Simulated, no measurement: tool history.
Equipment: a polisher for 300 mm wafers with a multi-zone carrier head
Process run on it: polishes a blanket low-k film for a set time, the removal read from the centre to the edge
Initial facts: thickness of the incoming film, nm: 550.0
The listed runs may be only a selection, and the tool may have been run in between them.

run  hour  flow of slurry (ml/min)  pressure of the head's centre zone  pressure of the head's middle zone  pressure of the head's edge zone  abrasive content of the slurry  polishing time (s)  film removed at the wafer's centre (nm)  film removed at mid-radius (nm)  film removed at the wafer's edge (nm)
  1     0                      165                                   1                                   1                                 1                               1                  40                                   16.681                           16.858                                 16.417
  2     6                      165                                   1                                1.08                                 1                               1                  40                                   16.448                           18.114                                 16.904
  3   7.6                      165                                   1                                1.11                                 1                               1                  40                                   16.384                           18.462                                 16.421
  4   8.4                      175                                1.02                                1.12                              1.02                            1.05                  40                                   17.404                           19.203                                 17.154
  5  15.1                      175                                0.95                                1.12                              1.02                            1.05                  40                                   15.956                            19.18                                 17.446
  6  20.1                      185                                0.98                                1.12                              1.03                            1.05                  40                                   16.428                           19.178                                 17.301
  7  27.3                      185                                1.01                                1.12                              1.04                             1.1                  40                                   17.303                           19.829                                 18.008

For run 8, what comes out?
  8  30.5                      190                                1.04                                1.12                              1.04                             1.1                  40                                        ?                                ?                                      ?

{"run 8": {"film removed at the wafer's centre (nm)": 18.31, "film removed at mid-radius (nm)": 19.739, "film removed at the wafer's edge (nm)": 17.535}}
